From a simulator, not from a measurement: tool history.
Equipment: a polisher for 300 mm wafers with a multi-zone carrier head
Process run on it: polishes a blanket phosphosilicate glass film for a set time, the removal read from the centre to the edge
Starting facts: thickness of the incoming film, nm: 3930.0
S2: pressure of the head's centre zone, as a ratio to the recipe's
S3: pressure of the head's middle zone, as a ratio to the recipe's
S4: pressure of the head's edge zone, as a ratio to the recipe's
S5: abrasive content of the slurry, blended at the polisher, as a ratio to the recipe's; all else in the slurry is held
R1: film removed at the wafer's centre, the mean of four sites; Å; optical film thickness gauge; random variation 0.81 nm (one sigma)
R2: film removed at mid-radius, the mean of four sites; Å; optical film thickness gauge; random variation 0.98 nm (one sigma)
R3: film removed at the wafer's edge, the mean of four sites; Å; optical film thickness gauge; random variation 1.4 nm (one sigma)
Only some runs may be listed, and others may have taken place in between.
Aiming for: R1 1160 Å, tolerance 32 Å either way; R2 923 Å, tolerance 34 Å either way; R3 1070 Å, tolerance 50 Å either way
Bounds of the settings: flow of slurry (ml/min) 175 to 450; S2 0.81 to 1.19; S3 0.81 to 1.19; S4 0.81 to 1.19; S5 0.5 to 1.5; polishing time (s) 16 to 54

{"run": 1, "hour": 0.0, "flow of slurry (ml/min)": 290, "S2": 1, "S3": 1, "S4": 1, "S5": 1, "polishing time (s)": 35, "R1": 2437, "R2": 2517.4, "R3": 2441.6}
{"run": 2, "hour": 0.8, "flow of slurry (ml/min)": 290, "S2": 1, "S3": 1, "S4": 1, "S5": 1.1, "polishing time (s)": 35, "R1": 2569.1, "R2": 2652.9, "R3": 2569.4}
{"run": 3, "hour": 1.5, "flow of slurry (ml/min)": 270, "S2": 1.02, "S3": 0.96, "S4": 0.99, "S5": 0.95, "polishing time (s)": 31, "R1": 2101.7, "R2": 2047.4, "R3": 2123.9}
{"run": 4, "hour": 2.1, "flow of slurry (ml/min)": 270, "S2": 1.02, "S3": 0.96, "S4": 0.99, "S5": 0.95, "polishing time (s)": 36, "R1": 2457.9, "R2": 2405.9, "R3": 2467.8}
{"run": 5, "hour": 3.1, "flow of slurry (ml/min)": 270, "S2": 1.02, "S3": 0.96, "S4": 0.99, "S5": 1.15, "polishing time (s)": 36, "R1": 2709.2, "R2": 2639.9, "R3": 2603.9}
{"run": 6, "hour": 7.0, "flow of slurry (ml/min)": 235, "S2": 1.02, "S3": 0.96, "S4": 0.99, "S5": 1.15, "polishing time (s)": 36, "R1": 2675.7, "R2": 2552.5, "R3": 2665.7}
{"run": 7, "hour": 9.1, "flow of slurry (ml/min)": 240, "S2": 1.04, "S3": 0.93, "S4": 0.96, "S5": 1, "polishing time (s)": 32, "R1": 2255, "R2": 2139, "R3": 2159.5}
{"run": 8, "hour": 15.6, "flow of slurry (ml/min)": 225, "S2": 1.06, "S3": 0.9, "S4": 0.96, "S5": 0.9, "polishing time (s)": 28, "R1": 1868.6, "R2": 1638, "R3": 1742.3}
{"run": 9, "hour": 19.9, "flow of slurry (ml/min)": 220, "S2": 1.06, "S3": 0.88, "S4": 0.96, "S5": 0.8, "polishing time (s)": 26, "R1": 1627.4, "R2": 1415.4, "R3": 1509.9}
{"run": 10, "hour": 26.1, "flow of slurry (ml/min)": 215, "S2": 1.06, "S3": 0.86, "S4": 0.97, "S5": 0.75, "polishing time (s)": 25, "R1": 1470.3, "R2": 1288, "R3": 1395.2}
{"run": 11, "hour": 29.7, "flow of slurry (ml/min)": 210, "S2": 1.08, "S3": 0.85, "S4": 0.98, "S5": 0.7, "polishing time (s)": 24, "R1": 1366.5, "R2": 1142.4, "R3": 1309.9}
{"run": 12, "hour": 35.8, "flow of slurry (ml/min)": 210, "S2": 1.09, "S3": 0.85, "S4": 0.98, "S5": 0.65, "polishing time (s)": 24, "R1": 1320.2, "R2": 1112.9, "R3": 1231.5}
{"run": 13, "hour": 44.0, "flow of slurry (ml/min)": 210, "S2": 1.1, "S3": 0.85, "S4": 0.99, "S5": 0.6, "polishing time (s)": 24, "R1": 1228.6, "R2": 1027.5, "R3": 1132.3}
{"run": 14, "hour": 46.4, "flow of slurry (ml/min)": 210, "S2": 1.11, "S3": 0.85, "S4": 1, "S5": 0.6, "polishing time (s)": 24, "R1": 1219.2, "R2": 1014.5, "R3": 1180.1}
{"run": 15, "hour": 51.3, "flow of slurry (ml/min)": 210, "S2": 1.12, "S3": 0.85, "S4": 1, "S5": 0.6, "polishing time (s)": 24, "R1": 1227.6, "R2": 1002, "R3": 1162.3}
{"run": 16, "hour": 59.2, "flow of slurry (ml/min)": 210, "S2": 1.13, "S3": 0.85, "S4": 1, "S5": 0.6, "polishing time (s)": 24, "R1": 1259.8, "R2": 1017.8, "R3": 1167.2}
{"run": 17, "hour": 61.4, "flow of slurry (ml/min)": 210, "S2": 1.14, "S3": 0.85, "S4": 1, "S5": 0.6, "polishing time (s)": 24, "R1": 1268.8, "R2": 996.56, "R3": 1190.9}

4 candidate next runs follow, results not yet known. Just one meets every target within its allowed miss. Identify it.
{"run": "A", "hour": 63.6, "flow of slurry (ml/min)": 235, "S2": 0.94, "S3": 0.87, "S4": 1.17, "S5": 0.6, "polishing time (s)": 26, "R1": "?", "R2": "?", "R3": "?"}
{"run": "B", "hour": 63.6, "flow of slurry (ml/min)": 180, "S2": 1.04, "S3": 0.98, "S4": 0.86, "S5": 0.6, "polishing time (s)": 23, "R1": "?", "R2": "?", "R3": "?"}
{"run": "C", "hour": 63.6, "flow of slurry (ml/min)": 260, "S2": 1.1, "S3": 0.81, "S4": 0.96, "S5": 0.6, "polishing time (s)": 22, "R1": "?", "R2": "?", "R3": "?"}
{"run": "D", "hour": 63.6, "flow of slurry (ml/min)": 195, "S2": 0.98, "S3": 0.98, "S4": 0.85, "S5": 0.6, "polishing time (s)": 23, "R1": "?", "R2": "?", "R3": "?"}

move=A R1=1193.2 R2=1139.3 R3=1382.3
move=B R1=1089.5 R2=1065.4 R3=1018.6
move=C R1=1160 R2=920.99 R3=1071.6
move=D R1=1056.6 R2=1081.4 R3=1024.2
A: further off than the last run
B: the result that was furthest off in the last run now lies on the other side of its target
C: every result lands within tolerance
D: the result that was furthest off in the last run now lies on the other side of its target
The right move is C.
